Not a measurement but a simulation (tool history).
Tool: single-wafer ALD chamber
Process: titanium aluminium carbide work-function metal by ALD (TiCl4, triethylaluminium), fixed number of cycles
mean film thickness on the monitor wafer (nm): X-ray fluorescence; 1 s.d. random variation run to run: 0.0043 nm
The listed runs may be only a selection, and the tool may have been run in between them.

run  hour  heater temperature setpoint (K)  triethylaluminium pulse time (s)  mean film thickness on the monitor wafer (nm)
  1     0                           563.15                              7.73                                         1.7984
  2   6.6                           563.15                              6.87                                         1.7528
  3    14                           559.15                              6.71                                         1.6933
  4  17.5                           563.15                              6.71                                         1.7366
  5  26.2                           560.15                              6.63                                         1.7024
  6  26.8                           558.15                              6.58                                         1.6676
  7  32.1                           557.15                              6.56                                         1.6714

The next listed run, before its measurement:
  8  37.8                           556.15                              6.53                                              ?

Run 8 measured mean film thickness on the monitor wafer (nm) 1.6578.

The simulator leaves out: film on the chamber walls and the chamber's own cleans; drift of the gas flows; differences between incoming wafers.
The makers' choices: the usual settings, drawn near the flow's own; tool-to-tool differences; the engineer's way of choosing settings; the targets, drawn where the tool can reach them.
